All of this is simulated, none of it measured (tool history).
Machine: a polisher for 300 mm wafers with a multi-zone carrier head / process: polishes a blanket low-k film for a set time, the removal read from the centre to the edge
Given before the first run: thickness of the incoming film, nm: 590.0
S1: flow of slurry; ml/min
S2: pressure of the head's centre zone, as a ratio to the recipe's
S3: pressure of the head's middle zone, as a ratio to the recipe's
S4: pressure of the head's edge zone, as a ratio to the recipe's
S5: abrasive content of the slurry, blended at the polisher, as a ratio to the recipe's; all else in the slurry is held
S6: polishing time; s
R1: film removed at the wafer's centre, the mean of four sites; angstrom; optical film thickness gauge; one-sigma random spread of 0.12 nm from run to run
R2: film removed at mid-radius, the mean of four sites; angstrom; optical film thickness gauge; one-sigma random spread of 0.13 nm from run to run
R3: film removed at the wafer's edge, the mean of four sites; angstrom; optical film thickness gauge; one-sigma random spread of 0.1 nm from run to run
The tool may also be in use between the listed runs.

| run | hour | S1 | S2 | S3 | S4 | S5 | S6 | R1 | R2 | R3 |
|---|---|---|---|---|---|---|---|---|---|---|
| 1 | 0.0 | 280 | 1.00 | 1.00 | 1.00 | 1.00 | 56 | 190.24 | 190.13 | 190.16 |
| 2 | 7.5 | 285 | 1.01 | 1.03 | 0.96 | 0.85 | 53 | 173.73 | 174.05 | 165.34 |
| 3 | 10.9 | 290 | 1.00 | 1.05 | 0.93 | 0.75 | 50 | 153.29 | 159.60 | 145.76 |
| 4 | 14.3 | 290 | 1.00 | 1.06 | 0.91 | 0.70 | 49 | 147.52 | 154.75 | 138.44 |
| 5 | 20.7 | 290 | 1.00 | 1.07 | 0.89 | 0.65 | 48 | 141.38 | 147.41 | 132.31 |
| 6 | 23.0 | 290 | 1.00 | 1.07 | 0.82 | 0.65 | 48 | 142.89 | 148.38 | 127.78 |
| 7 | 29.1 | 290 | 1.00 | 1.08 | 0.82 | 0.60 | 47 | 136.02 | 143.53 | 122.03 |

Predict the results of run 8:
| 8 | 37.7 | 285 | 1.00 | 1.08 | 0.82 | 0.55 | 46 | ? | ? | ? |

{"run 8": {"R1": 128.47, "R2": 137.72, "R3": 114.7}}

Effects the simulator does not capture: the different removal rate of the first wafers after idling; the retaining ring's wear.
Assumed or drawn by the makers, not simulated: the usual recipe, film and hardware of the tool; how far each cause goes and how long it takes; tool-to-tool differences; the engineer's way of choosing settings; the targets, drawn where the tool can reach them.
